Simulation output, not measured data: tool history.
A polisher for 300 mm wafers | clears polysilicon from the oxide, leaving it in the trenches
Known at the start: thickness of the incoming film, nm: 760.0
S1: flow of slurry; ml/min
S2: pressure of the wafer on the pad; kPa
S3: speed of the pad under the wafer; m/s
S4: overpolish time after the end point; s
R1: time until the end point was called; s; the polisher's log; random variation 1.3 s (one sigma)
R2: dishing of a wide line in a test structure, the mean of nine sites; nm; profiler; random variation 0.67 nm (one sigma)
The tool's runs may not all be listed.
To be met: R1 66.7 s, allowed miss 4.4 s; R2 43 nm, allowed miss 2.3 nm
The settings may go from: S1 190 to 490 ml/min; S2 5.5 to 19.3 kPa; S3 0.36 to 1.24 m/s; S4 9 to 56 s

run,hour,S1,S2,S3,S4,R1,R2
1,0,315,12.4,0.8,29,104.13,52.897
2,5.3,315,12.4,0.8,24,107.3,50.992
3,6.5,315,13.8,0.82,20,94.662,48.828
4,9.6,315,15.2,0.82,17,91.979,48.666
5,13.4,310,15.9,0.84,15,81.875,48.639
6,14.1,375,15.9,0.84,15,81.476,47.269
7,15.2,405,16.5,0.84,14,77.699,46.763
8,22.5,425,17.2,0.84,13,73.864,46.339

4 next moves are on the table. One of them brings every result within its allowed miss. Which?
A,29.8,470,19.3,0.84,16,?,?
B,29.8,460,17.2,0.96,9,?,?
C,29.8,420,17.9,0.76,19,?,?
D,29.8,400,18.6,0.9,16,?,?

move,R1,R2
A,67.537,52.075
B,65.669,44.732
C,80.002,52.097
D,65.839,52.297
A: brings the result that was furthest off to its target, and leaves another outside
B: meets every target
C: further off than the last run
D: brings the result that was furthest off to its target, and leaves another outside
Move B is the one to make.

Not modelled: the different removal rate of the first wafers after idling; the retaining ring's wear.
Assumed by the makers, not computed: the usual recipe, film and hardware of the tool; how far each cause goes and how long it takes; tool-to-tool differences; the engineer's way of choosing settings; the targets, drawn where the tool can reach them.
